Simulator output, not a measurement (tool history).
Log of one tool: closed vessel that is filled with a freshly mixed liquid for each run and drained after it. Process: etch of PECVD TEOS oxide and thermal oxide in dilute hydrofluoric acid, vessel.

run,hour,temperature setpoint of the liquid (C),parts of water to one part of 49 % hydrofluoric acid (parts by volume),time in the liquid (s),thickness taken off the PECVD TEOS oxide on a monitor wafer (Å),thickness taken off the thermal oxide on a monitor wafer (Å)
1,0,22,295,235,68.657,28.502
2,9.2,21,300,235,64.47,26.747
3,16.8,21,200,235,106.02,43.68
4,18.9,20,225,235,87.892,37.534
5,26.7,20,135,235,159.94,67.109
6,34.2,20,175,235,119.1,49.072
7,35.4,19.5,200,235,99.424,42.449
8,37,19.5,225,235,87.549,36.937
9,38.5,19,240,235,78.626,33.147

Estimate the outcome of run 10 from the log above:
10,45.9,17,335,235,?,?

{"run 10": {"thickness taken off the PECVD TEOS oxide on a monitor wafer (Å)": 48.272, "thickness taken off the thermal oxide on a monitor wafer (Å)": 20.384}}
